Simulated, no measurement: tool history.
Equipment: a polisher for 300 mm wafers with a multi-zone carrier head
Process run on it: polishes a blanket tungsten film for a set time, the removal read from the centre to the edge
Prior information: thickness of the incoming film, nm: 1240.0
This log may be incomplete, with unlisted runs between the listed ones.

run	hour	flow of slurry (ml/min)	pressure of the head's centre zone	pressure of the head's middle zone	pressure of the head's edge zone	abrasive content of the slurry	polishing time (s)	film removed at the wafer's centre (angstrom)	film removed at mid-radius (angstrom)	film removed at the wafer's edge (angstrom)
1	0	290	1	1	1	1	50	1423.6	1463.3	1552
2	1.9	290	1	1	0.93	1	50	1435.3	1462.2	1461.2
3	3.6	290	1.06	1	0.93	1	50	1470	1444.2	1491.5
4	5.7	290	1.06	1	0.87	1	50	1451.7	1434.1	1441.9
5	13.2	280	1.03	0.99	0.88	0.95	46	1316.5	1308.6	1281.4
6	18.9	280	1.03	0.92	0.88	0.95	46	1308.9	1264.7	1303.7
7	23.6	270	1	0.92	0.9	0.9	43	1162.3	1165.5	1223
8	28.8	265	0.99	0.92	0.89	0.85	41	1103	1109.6	1139.9
9	37.3	245	0.89	0.89	0.88	0.6	27	631.43	655.83	701.14

Predict the results of run 10:
10	46	250	0.89	0.91	0.89	0.6	27	?	?	?

film removed at the wafer's centre (angstrom): 625.61
film removed at mid-radius (angstrom): 663.94
film removed at the wafer's edge (angstrom): 697.44
